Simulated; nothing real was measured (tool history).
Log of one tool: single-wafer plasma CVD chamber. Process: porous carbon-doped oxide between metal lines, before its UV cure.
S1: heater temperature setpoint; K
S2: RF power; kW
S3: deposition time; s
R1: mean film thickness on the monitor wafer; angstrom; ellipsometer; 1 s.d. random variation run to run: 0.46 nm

run 1 day=0 | S1=563.15 S2=0.605 S3=23.6 | R1=1637.7
run 2 day=0.112 | S1=563.15 S2=0.605 S3=24.3 | R1=1684
run 3 day=0.371 | S1=563.15 S2=0.565 S3=24.3 | R1=1615.1
run 4 day=0.404 | S1=565.15 S2=0.565 S3=24.3 | R1=1594.6
run 5 day=0.512 | S1=567.15 S2=0.565 S3=24.3 | R1=1575.2
run 6 day=0.533 | S1=568.15 S2=0.565 S3=24.3 | R1=1563.7
run 7 day=0.696 | S1=569.15 S2=0.565 S3=24.3 | R1=1566.5
run 8 day=0.988 | S1=570.15 S2=0.565 S3=24.3 | R1=1555.9

Predict the results of run 9:
run 9 day=1.108 | S1=571.15 S2=0.565 S3=24.3 | R1=?

Run 9 yielded R1 1542 angstrom.

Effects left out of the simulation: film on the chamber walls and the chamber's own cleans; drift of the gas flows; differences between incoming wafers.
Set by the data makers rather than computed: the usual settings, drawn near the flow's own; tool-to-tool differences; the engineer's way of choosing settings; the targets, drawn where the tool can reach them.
